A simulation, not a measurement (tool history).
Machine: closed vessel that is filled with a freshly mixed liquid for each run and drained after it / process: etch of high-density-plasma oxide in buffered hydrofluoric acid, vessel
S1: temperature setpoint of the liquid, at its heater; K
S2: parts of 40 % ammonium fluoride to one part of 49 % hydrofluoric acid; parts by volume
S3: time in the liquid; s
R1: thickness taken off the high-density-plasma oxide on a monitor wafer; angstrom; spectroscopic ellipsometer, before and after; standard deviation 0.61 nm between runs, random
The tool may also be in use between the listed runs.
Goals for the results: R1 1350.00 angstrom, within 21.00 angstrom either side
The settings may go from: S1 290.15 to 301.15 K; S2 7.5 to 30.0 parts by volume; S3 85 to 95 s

run,hour,S1,S2,S3,R1
1,0.0,293.15,22.0,85,761.19
2,2.0,294.15,21.5,85,809.56
3,5.2,295.15,21.0,85,872.97
4,9.0,295.15,15.5,85,1156.20
5,15.8,291.65,15.5,85,955.69
6,17.7,291.65,12.5,85,1176.60
7,21.6,292.15,12.5,85,1218.60
8,28.5,292.65,12.5,85,1248.90

Pick the move, out of 5, that brings all results within their allowed miss; only one does.
A,35.4,292.15,13.0,85,?
B,35.4,292.65,11.5,85,?
C,35.4,292.65,14.0,85,?
D,35.4,295.15,12.5,85,?
E,35.4,291.65,13.0,85,?

move,R1
A,1167.60
B,1354.10
C,1116.70
D,1434.70
E,1135.10
A: the biggest miss grows against the last run
B: every result within its allowed miss
C: the biggest miss grows against the last run
D: pushes the last run's worst result past its target
E: the biggest miss grows against the last run
B is the move that brings every result within its allowed miss.

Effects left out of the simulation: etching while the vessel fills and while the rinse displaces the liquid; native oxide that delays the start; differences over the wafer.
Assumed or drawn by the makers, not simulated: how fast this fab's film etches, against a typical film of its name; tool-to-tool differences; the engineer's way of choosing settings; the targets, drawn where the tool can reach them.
